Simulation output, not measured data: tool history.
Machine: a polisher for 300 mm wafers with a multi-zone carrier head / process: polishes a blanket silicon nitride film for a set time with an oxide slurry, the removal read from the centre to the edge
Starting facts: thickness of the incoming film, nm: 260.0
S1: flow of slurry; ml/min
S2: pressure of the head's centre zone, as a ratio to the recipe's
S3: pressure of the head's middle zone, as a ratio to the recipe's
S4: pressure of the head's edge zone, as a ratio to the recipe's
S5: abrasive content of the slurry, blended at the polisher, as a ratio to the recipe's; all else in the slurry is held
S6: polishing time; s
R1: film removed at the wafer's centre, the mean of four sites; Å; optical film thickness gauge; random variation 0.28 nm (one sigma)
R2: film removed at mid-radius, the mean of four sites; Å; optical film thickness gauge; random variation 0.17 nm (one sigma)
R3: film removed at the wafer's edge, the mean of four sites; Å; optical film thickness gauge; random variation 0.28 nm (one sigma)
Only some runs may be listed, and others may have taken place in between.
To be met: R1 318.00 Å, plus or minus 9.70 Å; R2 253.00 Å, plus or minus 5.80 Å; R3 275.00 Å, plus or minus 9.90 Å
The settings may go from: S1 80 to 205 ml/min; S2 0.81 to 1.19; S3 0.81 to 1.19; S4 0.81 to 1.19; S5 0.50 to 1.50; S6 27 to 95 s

| run | hour | S1 | S2 | S3 | S4 | S5 | S6 | R1 | R2 | R3 |
|---|---|---|---|---|---|---|---|---|---|---|
| 1 | 0.0 | 135 | 1.00 | 1.00 | 1.00 | 1.00 | 61 | 498.87 | 493.70 | 502.92 |
| 2 | 1.4 | 130 | 1.01 | 0.97 | 0.97 | 0.90 | 58 | 442.96 | 425.83 | 440.17 |
| 3 | 7.7 | 125 | 1.03 | 0.95 | 0.94 | 0.85 | 57 | 437.45 | 395.50 | 410.77 |
| 4 | 8.5 | 125 | 1.03 | 0.95 | 0.98 | 0.85 | 57 | 434.40 | 399.11 | 421.95 |
|  | 11.2 | worn pad replaced by a new one |
| 5 | 11.2 | 125 | 1.03 | 0.95 | 0.98 | 0.70 | 57 | 431.79 | 405.78 | 433.86 |
| 6 | 14.1 | 120 | 1.03 | 0.93 | 0.95 | 0.70 | 55 | 421.20 | 377.53 | 400.36 |
| 7 | 17.7 | 115 | 1.02 | 0.91 | 0.93 | 0.70 | 53 | 392.21 | 353.92 | 386.96 |
| 8 | 24.4 | 125 | 1.12 | 0.88 | 0.83 | 0.50 | 36 | 238.84 | 190.86 | 198.11 |
| 9 | 25.8 | 130 | 1.13 | 0.89 | 0.88 | 0.50 | 36 | 242.64 | 192.26 | 204.54 |
| 10 | 26.4 | 165 | 1.19 | 0.99 | 0.98 | 0.75 | 36 | 355.13 | 292.51 | 295.54 |
| 11 | 30.4 | 155 | 1.19 | 0.98 | 0.98 | 0.75 | 36 | 352.96 | 287.50 | 298.11 |
| 12 | 31.9 | 155 | 1.19 | 0.98 | 0.98 | 0.75 | 36 | 349.47 | 285.52 | 288.35 |
| 13 | 38.5 | 145 | 1.19 | 0.97 | 0.99 | 0.75 | 36 | 342.21 | 282.84 | 290.47 |
| 14 | 44.4 | 140 | 1.19 | 0.96 | 0.99 | 0.75 | 36 | 341.14 | 273.98 | 290.41 |
| 15 | 52.2 | 135 | 1.19 | 0.96 | 0.99 | 0.75 | 36 | 346.50 | 271.10 | 288.74 |
| 16 | 60.4 | 130 | 1.18 | 0.96 | 0.99 | 0.75 | 36 | 333.39 | 271.04 | 281.78 |

Exercise: of the 4 proposed moves below, exactly one satisfies all targets within the stated allowed misses. Which move is it?
| A | 68.6 | 125 | 1.16 | 0.92 | 0.97 | 0.60 | 41 | ? | ? | ? |
| B | 68.6 | 145 | 1.13 | 1.00 | 1.02 | 0.65 | 40 | ? | ? | ? |
| C | 68.6 | 140 | 1.19 | 0.87 | 0.92 | 0.80 | 35 | ? | ? | ? |
| D | 68.6 | 150 | 1.07 | 1.09 | 0.98 | 0.80 | 34 | ? | ? | ? |

| move | R1 | R2 | R3 |
|---|---|---|---|
| A | 313.84 | 254.96 | 273.67 |
| B | 326.46 | 290.62 | 294.97 |
| C | 339.14 | 255.57 | 278.50 |
| D | 301.07 | 304.33 | 280.61 |
A: every result lands within tolerance
B: moves away from the targets compared with the last run
C: the worst result of the last run now meets its target, but another is out of spec
D: moves away from the targets compared with the last run
Answer: A
